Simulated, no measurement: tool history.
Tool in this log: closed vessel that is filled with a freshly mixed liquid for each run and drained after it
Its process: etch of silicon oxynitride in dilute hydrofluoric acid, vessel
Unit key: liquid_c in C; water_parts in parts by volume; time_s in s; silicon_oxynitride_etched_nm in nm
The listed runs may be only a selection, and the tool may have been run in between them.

run,hour,liquid_c,water_parts,time_s,silicon_oxynitride_etched_nm
1,0.0,24.0,60,2925,97.327
2,8.0,26.0,60,2925,108.840
3,11.3,26.0,75,2925,85.196
4,17.6,26.0,75,2925,86.046
5,26.8,26.0,85,2925,73.728
6,34.9,24.5,85,2925,69.943

Run 7 is up next; what results do you expect?
7,40.4,20.5,85,2925,?

{"run 7": {"silicon_oxynitride_etched_nm": 57.092}}

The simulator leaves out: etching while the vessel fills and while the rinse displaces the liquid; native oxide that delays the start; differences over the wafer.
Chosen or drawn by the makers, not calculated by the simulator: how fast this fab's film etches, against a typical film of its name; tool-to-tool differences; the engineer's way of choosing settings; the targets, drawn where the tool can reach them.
